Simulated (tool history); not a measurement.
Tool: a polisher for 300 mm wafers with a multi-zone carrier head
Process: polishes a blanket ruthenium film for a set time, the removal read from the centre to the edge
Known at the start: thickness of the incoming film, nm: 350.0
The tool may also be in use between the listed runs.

run,hour,flow of slurry (ml/min),pressure of the head's centre zone,pressure of the head's middle zone,pressure of the head's edge zone,polishing time (s),film removed at the wafer's centre (nm),film removed at mid-radius (nm),film removed at the wafer's edge (nm)
1,0,315,1,1,1,59,57.326,58.037,58.108
2,5.2,315,1,1.05,1,59,57.46,60.874,58.253
3,11,315,1,1.05,1,70,67.577,72.861,68.693
4,19.6,315,1,1.05,1,58,56.065,58.878,56.866
5,23.9,315,1,1.05,1.05,58,56.832,59.294,59.022
6,30.5,315,1,1.02,1.05,58,56.637,58.479,57.994
7,34.8,315,0.97,1.06,0.99,53,50.236,55.079,52.036
8,37.4,305,0.93,1.06,0.96,50,45.723,52.037,47.799
9,39.6,295,0.9,1.07,0.96,48,41.842,49.865,45.942
10,45,285,0.88,1.07,0.93,47,39.111,48.696,44.297
11,45.8,280,0.87,1.07,0.91,46,38.698,48.412,42.581
12,46.4,260,0.81,1.07,0.89,42,32.166,42.936,38.506

Run 13 comes next. What will it give?
13,47.9,275,0.82,1.08,0.89,42,?,?,?

Run 13 gave film removed at the wafer's centre (nm) 32.745, film removed at mid-radius (nm) 43.92, film removed at the wafer's edge (nm) 38.32.

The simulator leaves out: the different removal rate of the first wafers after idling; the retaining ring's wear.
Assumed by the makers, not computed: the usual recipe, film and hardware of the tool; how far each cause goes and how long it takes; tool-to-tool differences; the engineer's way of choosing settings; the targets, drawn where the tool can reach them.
